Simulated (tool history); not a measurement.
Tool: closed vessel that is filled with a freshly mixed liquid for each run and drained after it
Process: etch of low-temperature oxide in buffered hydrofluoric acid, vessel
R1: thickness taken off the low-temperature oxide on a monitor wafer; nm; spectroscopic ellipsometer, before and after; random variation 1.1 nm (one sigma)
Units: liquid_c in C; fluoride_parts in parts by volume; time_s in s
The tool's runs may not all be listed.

Run 1, hour 0.0: liquid_c 20.0 C, fluoride_parts 24 parts by volume, time_s 100 s. Result: R1 156.15 nm.
Run 2, hour 2.6: liquid_c 20.0 C, fluoride_parts 17 parts by volume, time_s 100 s. Result: R1 207.28 nm.
Run 3, hour 8.1: liquid_c 19.5 C, fluoride_parts 17 parts by volume, time_s 100 s. Result: R1 202.06 nm.
Run 4, hour 13.9: liquid_c 21.5 C, fluoride_parts 17 parts by volume, time_s 100 s. Result: R1 226.72 nm.
Run 5, hour 18.4: liquid_c 21.0 C, fluoride_parts 17 parts by volume, time_s 100 s. Result: R1 221.21 nm.
Run 6, hour 26.9: liquid_c 20.5 C, fluoride_parts 17 parts by volume, time_s 100 s. Result: R1 212.24 nm.

Forecast run 7:
Run 7, hour 27.8: liquid_c 20.0 C, fluoride_parts 17 parts by volume, time_s 100 s. Result: R1 ?.

{"run 7": {"R1": 210.37}}

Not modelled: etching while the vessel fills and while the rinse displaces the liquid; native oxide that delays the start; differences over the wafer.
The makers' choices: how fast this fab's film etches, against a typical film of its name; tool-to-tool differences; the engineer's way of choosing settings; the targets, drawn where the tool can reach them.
